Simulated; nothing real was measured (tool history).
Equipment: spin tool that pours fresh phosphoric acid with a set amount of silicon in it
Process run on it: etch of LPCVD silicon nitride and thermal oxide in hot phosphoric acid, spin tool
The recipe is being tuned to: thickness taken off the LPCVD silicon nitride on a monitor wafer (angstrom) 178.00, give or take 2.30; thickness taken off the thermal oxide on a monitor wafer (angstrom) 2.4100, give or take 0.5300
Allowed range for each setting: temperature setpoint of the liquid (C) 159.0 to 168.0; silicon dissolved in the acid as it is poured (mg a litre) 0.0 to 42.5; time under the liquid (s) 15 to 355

| run | day | temperature setpoint of the liquid (C) | silicon dissolved in the acid as it is poured (mg a litre) | time under the liquid (s) | thickness taken off the LPCVD silicon nitride on a monitor wafer (angstrom) | thickness taken off the thermal oxide on a monitor wafer (angstrom) |
|---|---|---|---|---|---|---|
| 1 | 0.000 | 164.0 | 18.5 | 180 | 181.22 | 3.4695 |
| 2 | 0.142 | 164.0 | 22.0 | 180 | 180.39 | 3.0193 |
| 3 | 0.458 | 164.0 | 22.0 | 215 | 216.84 | 3.4350 |
| 4 | 0.617 | 162.5 | 22.0 | 210 | 201.62 | 3.2700 |
| 5 | 0.700 | 162.5 | 22.0 | 165 | 158.18 | 2.3769 |
| 6 | 0.738 | 162.5 | 18.5 | 165 | 157.67 | 2.7627 |
| 7 | 0.958 | 163.5 | 22.0 | 165 | 164.00 | 2.6088 |
| 8 | 1.283 | 163.5 | 22.0 | 165 | 163.24 | 2.5618 |
| 9 | 1.604 | 164.0 | 23.5 | 165 | 165.81 | 3.1237 |
| 10 | 1.975 | 163.5 | 35.5 | 185 | 183.04 | 2.0865 |
|  | 2.167 | heated supply line repaired |
| 11 | 2.167 | 163.5 | 33.0 | 185 | 209.14 | 2.6963 |
| 12 | 2.342 | 162.5 | 30.0 | 185 | 201.06 | 2.6294 |
| 13 | 2.388 | 163.0 | 28.5 | 180 | 199.61 | 2.9975 |
| 14 | 2.700 | 163.5 | 27.5 | 175 | 196.83 | 3.5930 |
| 15 | 2.904 | 163.0 | 27.5 | 175 | 194.32 | 3.0977 |
| 16 | 3.212 | 160.5 | 22.0 | 170 | 173.94 | 3.0548 |

Which of these 4 next moves meets every target?
| A | 3.521 | 159.5 | 29.0 | 180 | ? | ? |
| B | 3.521 | 159.0 | 8.5 | 180 | ? | ? |
| C | 3.521 | 159.5 | 14.0 | 180 | ? | ? |
| D | 3.521 | 159.5 | 5.5 | 180 | ? | ? |

| move | thickness taken off the LPCVD silicon nitride on a monitor wafer (angstrom) | thickness taken off the thermal oxide on a monitor wafer (angstrom) |
|---|---|---|
| A | 177.95 | 2.2687 |
| B | 174.98 | 3.9095 |
| C | 177.95 | 3.5776 |
| D | 177.95 | 4.3193 |
A: in spec on every target
B: its largest miss is bigger than the last run's
C: brings the last run's worst result on target, with another outside its allowed miss
D: brings the last run's worst result on target, with another outside its allowed miss
Answer: A
